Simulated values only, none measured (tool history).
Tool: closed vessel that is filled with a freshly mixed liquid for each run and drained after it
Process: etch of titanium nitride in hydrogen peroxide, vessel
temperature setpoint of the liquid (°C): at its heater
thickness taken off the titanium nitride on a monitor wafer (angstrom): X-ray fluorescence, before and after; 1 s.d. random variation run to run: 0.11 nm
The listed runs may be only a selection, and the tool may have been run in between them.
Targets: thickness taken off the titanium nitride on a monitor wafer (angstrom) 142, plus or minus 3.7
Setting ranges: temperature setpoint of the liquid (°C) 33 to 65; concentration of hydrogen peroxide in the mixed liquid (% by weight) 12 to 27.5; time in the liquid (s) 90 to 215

run	hour	temperature setpoint of the liquid (°C)	concentration of hydrogen peroxide in the mixed liquid (% by weight)	time in the liquid (s)	thickness taken off the titanium nitride on a monitor wafer (angstrom)
1	0	49	18.5	215	73.468
2	8.9	50	18.5	215	78.92
3	10.8	50	18.5	90	32.675
4	15.2	50	22.5	90	34.282
5	18.9	52	21.5	90	38.923
6	23.5	45.5	21.5	90	24.167
7	31.6	48	21.5	90	29.35
8	38.6	48	21.5	90	29.44
# hour 42.4: peroxide flow meter replaced
9	42.4	50	21	90	34.505
10	45.9	52	20.5	90	40.006
11	54.8	60	25	215	172.23
12	58.8	59	25	215	161.2
13	60.6	58.5	25	215	155.19

4 candidate next runs follow, results not yet known. Just one meets every target within its allowed miss. Identify it.
A	62.4	58	22	200	?
B	62.4	61.5	24	160	?
C	62.4	59	26	200	?
D	62.4	57.5	25	200	?

move	thickness taken off the titanium nitride on a monitor wafer (angstrom)
A	136.19
B	140.89
C	151.25
D	135.28
A: the result that was furthest off in the last run now lies on the other side of its target
B: each result inside its tolerance
C: better than the last run, though not everything is in spec
D: the result that was furthest off in the last run now lies on the other side of its target
Answer: B
